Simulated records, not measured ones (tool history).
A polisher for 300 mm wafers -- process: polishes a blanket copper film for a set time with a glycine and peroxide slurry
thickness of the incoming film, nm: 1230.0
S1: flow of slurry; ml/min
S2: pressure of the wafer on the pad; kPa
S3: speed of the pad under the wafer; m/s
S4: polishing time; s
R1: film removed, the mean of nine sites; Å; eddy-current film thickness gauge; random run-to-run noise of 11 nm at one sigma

| run | hour | S1 | S2 | S3 | S4 | R1 |
|---|---|---|---|---|---|---|
| 1 | 0 | 145 | 23.4 | 1.08 | 83 | 5019.4 |
| 2 | 3.5 | 145 | 23.4 | 0.84 | 83 | 4013.4 |
| 3 | 11.4 | 145 | 23.4 | 0.66 | 83 | 3239.3 |
| 4 | 15.2 | 145 | 24.8 | 0.7 | 83 | 3607.3 |
| 5 | 23.7 | 145 | 29 | 0.7 | 83 | 4046.9 |
| 6 | 32.5 | 145 | 29 | 0.56 | 83 | 3390.7 |
| 7 | 37.4 | 150 | 35.9 | 0.86 | 85 | 5965.9 |

Expected results for the next run?
| 8 | 38.2 | 155 | 36.5 | 1.1 | 86 | ? |

R1: 7921.7 Å

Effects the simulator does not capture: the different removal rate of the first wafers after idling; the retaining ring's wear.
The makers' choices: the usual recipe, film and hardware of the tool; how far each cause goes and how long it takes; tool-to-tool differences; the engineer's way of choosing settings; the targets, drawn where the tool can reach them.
